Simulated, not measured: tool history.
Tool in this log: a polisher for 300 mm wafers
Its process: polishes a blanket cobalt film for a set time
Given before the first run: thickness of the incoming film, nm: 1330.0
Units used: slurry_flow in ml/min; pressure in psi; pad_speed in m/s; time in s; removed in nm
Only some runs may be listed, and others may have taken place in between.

| run | hour | slurry_flow | pressure | pad_speed | time | removed |
|---|---|---|---|---|---|---|
| 1 | 0.0 | 170 | 1.8 | 1.00 | 29 | 121.90 |
| 2 | 4.4 | 170 | 1.9 | 1.00 | 29 | 125.56 |
| 3 | 8.2 | 190 | 1.9 | 1.00 | 29 | 127.91 |
| 4 | 16.8 | 190 | 1.9 | 0.86 | 29 | 110.64 |
| 5 | 17.7 | 190 | 2.0 | 0.88 | 29 | 121.17 |
| 6 | 22.6 | 205 | 2.0 | 0.88 | 29 | 121.57 |
| 7 | 28.1 | 205 | 2.1 | 0.88 | 29 | 125.95 |

Run 8, settings as shown, results not yet in. Your forecast:
|  | 29.1 | head pressure recalibrated |
| 8 | 29.1 | 205 | 2.2 | 0.90 | 29 | ? |

removed: 147.59 nm
